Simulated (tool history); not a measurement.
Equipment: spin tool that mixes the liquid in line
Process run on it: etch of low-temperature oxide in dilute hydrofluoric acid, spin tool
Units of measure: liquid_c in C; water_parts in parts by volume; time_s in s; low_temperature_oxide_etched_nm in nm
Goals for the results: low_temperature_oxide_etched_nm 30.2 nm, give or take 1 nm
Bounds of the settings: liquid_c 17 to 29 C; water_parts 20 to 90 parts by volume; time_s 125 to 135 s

| run | hour | liquid_c | water_parts | time_s | low_temperature_oxide_etched_nm |
|---|---|---|---|---|---|
| 1 | 0 | 21 | 50 | 125 | 47.448 |
| 2 | 4.6 | 21 | 50 | 135 | 50.856 |
| 3 | 7.3 | 20 | 55 | 135 | 43.665 |
| 4 | 15.1 | 19.5 | 55 | 135 | 43.286 |
| 5 | 20.5 | 22 | 55 | 135 | 48.353 |
| 6 | 24.8 | 22 | 70 | 135 | 36.885 |
| 7 | 32.9 | 21 | 70 | 135 | 35.585 |
| 8 | 39.9 | 21 | 70 | 135 | 35.666 |

Of the 5 settings listed for the next run, only one would bring every result within its allowed miss of target. Which one?
| A | 46.9 | 19 | 50 | 135 | ? |
| B | 46.9 | 21.5 | 55 | 130 | ? |
| C | 46.9 | 20.5 | 70 | 130 | ? |
| D | 46.9 | 18 | 65 | 135 | ? |
| E | 46.9 | 22.5 | 80 | 125 | ? |

| move | low_temperature_oxide_etched_nm |
|---|---|
| A | 47.391 |
| B | 45.839 |
| C | 33.921 |
| D | 34.332 |
| E | 30.622 |
A: lands further from the targets than the last run did
B: lands further from the targets than the last run did
C: closes in on the targets versus the last run, not all within tolerance yet
D: closes in on the targets versus the last run, not all within tolerance yet
E: each result inside its tolerance
Go with E: it meets all targets.
